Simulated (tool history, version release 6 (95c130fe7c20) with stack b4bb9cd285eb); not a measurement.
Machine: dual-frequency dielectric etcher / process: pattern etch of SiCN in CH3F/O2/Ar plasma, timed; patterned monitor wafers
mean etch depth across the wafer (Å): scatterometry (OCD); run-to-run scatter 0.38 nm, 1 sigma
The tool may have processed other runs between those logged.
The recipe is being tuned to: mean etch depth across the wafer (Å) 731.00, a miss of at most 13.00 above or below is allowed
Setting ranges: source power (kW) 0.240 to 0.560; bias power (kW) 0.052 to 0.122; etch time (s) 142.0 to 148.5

run  hour  source power (kW)  bias power (kW)  etch time (s)  mean etch depth across the wafer (Å)
  1   0.0              0.400            0.087          142.0                                626.42
  2   8.5              0.370            0.087          142.0                                610.80
  3  15.9              0.390            0.088          142.0                                628.07
  4  23.2              0.390            0.088          148.5                                653.35
  5  27.0              0.390            0.088          142.0                                623.86
  6  30.4              0.410            0.089          142.0                                637.76
     31.4  -- wet clean of the chamber
  7  31.4              0.420            0.090          142.0                                678.60
  8  33.6              0.470            0.091          142.0                                698.83

5 candidate next runs follow, results not yet known. Just one meets every target within its allowed miss. Identify it.
  A  35.8              0.440            0.068          147.0                                     ?
  B  35.8              0.440            0.095          148.0                                     ?
  C  35.8              0.420            0.092          142.0                                     ?
  D  35.8              0.490            0.095          147.0                                     ?
  E  35.8              0.460            0.086          142.0                                     ?

move  mean etch depth across the wafer (Å)
   A                                642.86
   B                                727.26
   C                                676.72
   D                                754.68
   E                                685.76
A: the biggest miss grows against the last run
B: each result inside its tolerance
C: the biggest miss grows against the last run
D: the result that was furthest off in the last run now lies on the other side of its target
E: the biggest miss grows against the last run
B is the move that brings every result within its allowed miss.
